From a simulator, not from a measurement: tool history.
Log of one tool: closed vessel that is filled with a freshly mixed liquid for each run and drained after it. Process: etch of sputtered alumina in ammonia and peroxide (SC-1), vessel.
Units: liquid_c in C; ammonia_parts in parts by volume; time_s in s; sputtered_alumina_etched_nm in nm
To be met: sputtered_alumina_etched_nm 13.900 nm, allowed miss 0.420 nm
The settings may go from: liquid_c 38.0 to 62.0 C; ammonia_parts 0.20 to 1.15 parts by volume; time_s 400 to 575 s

run,hour,liquid_c,ammonia_parts,time_s,sputtered_alumina_etched_nm
1,0.0,46.0,0.65,575,21.427
2,4.7,46.0,0.65,575,21.865
3,9.9,46.0,0.65,575,21.655
4,13.2,46.0,0.45,575,20.843
5,18.0,46.0,0.60,575,21.910
6,20.4,42.5,0.60,575,17.799
7,28.1,41.0,0.60,575,16.232
8,35.6,40.0,0.60,575,15.405
9,40.6,39.5,0.60,575,15.077

Which of these 5 next moves meets every target?
A,45.6,41.0,0.55,560,?
B,45.6,41.5,0.60,575,?
C,45.6,41.0,0.65,575,?
D,45.6,42.0,0.60,575,?
E,45.6,38.0,0.70,575,?

move,sputtered_alumina_etched_nm
A,15.694
B,16.731
C,16.374
D,17.226
E,13.806
A: further off than the last run
B: further off than the last run
C: further off than the last run
D: further off than the last run
E: meets every target
The right move is E.
